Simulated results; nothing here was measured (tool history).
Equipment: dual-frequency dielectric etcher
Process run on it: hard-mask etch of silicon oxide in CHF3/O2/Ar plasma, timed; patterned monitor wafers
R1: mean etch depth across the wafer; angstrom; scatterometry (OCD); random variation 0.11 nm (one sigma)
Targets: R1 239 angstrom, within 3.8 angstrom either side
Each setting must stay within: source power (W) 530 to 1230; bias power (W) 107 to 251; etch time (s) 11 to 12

Run 1, hour 0: source power (W) 880, bias power (W) 179, etch time (s) 12. Result: R1 268.91 angstrom.
Run 2, hour 1.6: source power (W) 880, bias power (W) 179, etch time (s) 12. Result: R1 270.64 angstrom.
Run 3, hour 8.3: source power (W) 790, bias power (W) 176, etch time (s) 12. Result: R1 254.1 angstrom.
Run 4, hour 13.2: source power (W) 900, bias power (W) 176, etch time (s) 12. Result: R1 271.75 angstrom.
Run 5, hour 21.8: source power (W) 900, bias power (W) 197, etch time (s) 12. Result: R1 283.96 angstrom.
Run 6, hour 29.7: source power (W) 780, bias power (W) 197, etch time (s) 12. Result: R1 261.19 angstrom.
Run 7, hour 34.5: source power (W) 730, bias power (W) 196, etch time (s) 12. Result: R1 252.01 angstrom.
Run 8, hour 38.7: source power (W) 730, bias power (W) 196, etch time (s) 12. Result: R1 253.61 angstrom.
Run 9, hour 39.4: source power (W) 700, bias power (W) 195, etch time (s) 12. Result: R1 246.36 angstrom.
Run 10, hour 44.5: source power (W) 690, bias power (W) 195, etch time (s) 12. Result: R1 245.08 angstrom.

4 candidate next runs follow, results not yet known. Just one meets every target within its allowed miss. Identify it.
Run A, hour 49.6: source power (W) 800, bias power (W) 189, etch time (s) 11. Result: R1 ?.
Run B, hour 49.6: source power (W) 730, bias power (W) 195, etch time (s) 11. Result: R1 ?.
Run C, hour 49.6: source power (W) 690, bias power (W) 222, etch time (s) 12. Result: R1 ?.
Run D, hour 49.6: source power (W) 750, bias power (W) 205, etch time (s) 11.5. Result: R1 ?.

move      R1
   A  241.69
   B  232.51
   C  259.04
   D  251.99
A: meets every target
B: pushes the last run's worst result past its target
C: the biggest miss grows against the last run
D: the biggest miss grows against the last run
Go with A: it meets all targets.

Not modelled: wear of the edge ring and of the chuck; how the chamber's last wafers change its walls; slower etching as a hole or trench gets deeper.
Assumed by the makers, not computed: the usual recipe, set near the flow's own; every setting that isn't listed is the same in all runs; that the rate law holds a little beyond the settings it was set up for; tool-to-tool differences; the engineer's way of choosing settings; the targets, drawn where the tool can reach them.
